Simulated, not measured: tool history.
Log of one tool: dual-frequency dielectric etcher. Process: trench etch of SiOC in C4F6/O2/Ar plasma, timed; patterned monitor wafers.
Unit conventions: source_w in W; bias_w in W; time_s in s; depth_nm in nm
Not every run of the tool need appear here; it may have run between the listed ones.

run    day  source_w  bias_w  time_s  depth_nm
  1  0.000       310     204      15    30.495
  2  0.100       330     206      15    31.208
  3  0.329       330     206      15    31.427
  4  0.638       350     207      15    32.070
  5  0.746       360     208      15    32.068
  6  0.983       360     208      15    32.472

Run 7, settings as shown, results not yet in. Your forecast:
  7  1.012       370     209      15         ?

depth_nm: 32.509 nm
